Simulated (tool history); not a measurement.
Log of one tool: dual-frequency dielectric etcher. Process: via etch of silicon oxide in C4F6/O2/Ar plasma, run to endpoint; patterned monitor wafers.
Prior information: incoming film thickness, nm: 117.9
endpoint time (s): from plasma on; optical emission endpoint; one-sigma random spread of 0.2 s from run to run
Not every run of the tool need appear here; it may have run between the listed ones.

run	hour	bias power (W)	source power (W)	Ar flow (sccm)	endpoint time (s)
1	0	513	230	274	31.71
2	3.5	571	250	268	28.457
3	7.1	571	210	268	30.797
4	9.8	616	220	264	29.393
5	17.9	689	220	264	27.723
6	19	641	220	264	28.309
7	21.6	664	230	261	27.474

Predict the results of run 8:
8	26.2	680	240	259	?

Run 8 came out at endpoint time (s) 26.775.

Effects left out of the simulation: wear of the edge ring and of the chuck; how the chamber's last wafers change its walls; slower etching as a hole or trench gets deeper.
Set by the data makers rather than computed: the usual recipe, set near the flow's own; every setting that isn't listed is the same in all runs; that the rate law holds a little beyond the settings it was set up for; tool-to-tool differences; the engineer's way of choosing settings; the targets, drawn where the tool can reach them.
